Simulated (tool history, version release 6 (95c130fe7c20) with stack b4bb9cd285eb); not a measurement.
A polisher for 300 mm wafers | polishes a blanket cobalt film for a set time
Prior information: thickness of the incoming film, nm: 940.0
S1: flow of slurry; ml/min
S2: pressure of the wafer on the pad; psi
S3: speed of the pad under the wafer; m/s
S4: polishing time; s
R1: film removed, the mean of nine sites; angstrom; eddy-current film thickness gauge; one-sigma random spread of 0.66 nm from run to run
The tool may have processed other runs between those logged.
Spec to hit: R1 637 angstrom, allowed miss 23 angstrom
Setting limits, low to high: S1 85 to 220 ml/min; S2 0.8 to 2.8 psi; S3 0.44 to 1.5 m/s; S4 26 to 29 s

run 1 hour=0 | S1=140 S2=1.8 S3=0.96 S4=29 | R1=1360.1
run 2 hour=8.1 | S1=140 S2=1.7 S3=0.94 S4=29 | R1=1262.5
run 3 hour=15.4 | S1=140 S2=1.7 S3=0.84 S4=29 | R1=1204.1
run 4 hour=22.7 | S1=140 S2=1.7 S3=0.84 S4=26 | R1=1058.7
run 5 hour=28.1 | S1=140 S2=1.6 S3=0.84 S4=26 | R1=990.27
run 6 hour=35.1 | S1=140 S2=1.5 S3=0.84 S4=26 | R1=942.75
run 7 hour=38.1 | S1=140 S2=1.4 S3=0.84 S4=26 | R1=883.12
run 8 hour=41.5 | S1=140 S2=1.3 S3=0.84 S4=26 | R1=812.14
run 9 hour=46.1 | S1=130 S2=1.1 S3=0.84 S4=26 | R1=676.52
run 10 hour=47.7 | S1=120 S2=1.1 S3=0.84 S4=26 | R1=693.64

Consider the 4 candidate settings below. Which is the only one whose results all fall within their allowed miss of target?
run A hour=49.3 | S1=110 S2=1.1 S3=0.64 S4=26 | R1=?
run B hour=49.3 | S1=165 S2=1 S3=0.76 S4=27 | R1=?
run C hour=49.3 | S1=155 S2=1 S3=0.74 S4=26 | R1=?
run D hour=49.3 | S1=160 S2=0.8 S3=0.98 S4=26 | R1=?

move=A R1=569.37
move=B R1=623.63
move=C R1=587.14
move=D R1=568.39
A: takes the result that was furthest off past its target
B: every result within its allowed miss
C: takes the result that was furthest off past its target
D: takes the result that was furthest off past its target
B meets every target.
